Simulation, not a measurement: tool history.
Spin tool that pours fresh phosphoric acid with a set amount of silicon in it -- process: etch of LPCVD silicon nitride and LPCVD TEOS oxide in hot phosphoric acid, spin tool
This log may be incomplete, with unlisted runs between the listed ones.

run,day,temperature setpoint of the liquid (°C),silicon dissolved in the acid as it is poured (mg a litre),time under the liquid (s),thickness taken off the LPCVD silicon nitride on a monitor wafer (Å),thickness taken off the LPCVD TEOS oxide on a monitor wafer (Å)
1,0.000,161.0,20.5,140,138.62,4.5244
2,0.092,161.0,20.5,180,178.65,5.3096
3,0.288,161.0,31.0,180,177.60,4.0763
4,0.612,161.5,29.5,180,180.50,3.6140
5,0.875,161.5,21.0,180,179.09,5.4745
6,1.038,163.5,21.0,180,193.29,6.0144
7,1.404,163.5,20.5,180,194.23,7.0268

Estimate the outcome of run 8 from the log above:
8,1.571,163.5,21.0,180,?,?

thickness taken off the LPCVD silicon nitride on a monitor wafer (Å): 191.79
thickness taken off the LPCVD TEOS oxide on a monitor wafer (Å): 6.4897

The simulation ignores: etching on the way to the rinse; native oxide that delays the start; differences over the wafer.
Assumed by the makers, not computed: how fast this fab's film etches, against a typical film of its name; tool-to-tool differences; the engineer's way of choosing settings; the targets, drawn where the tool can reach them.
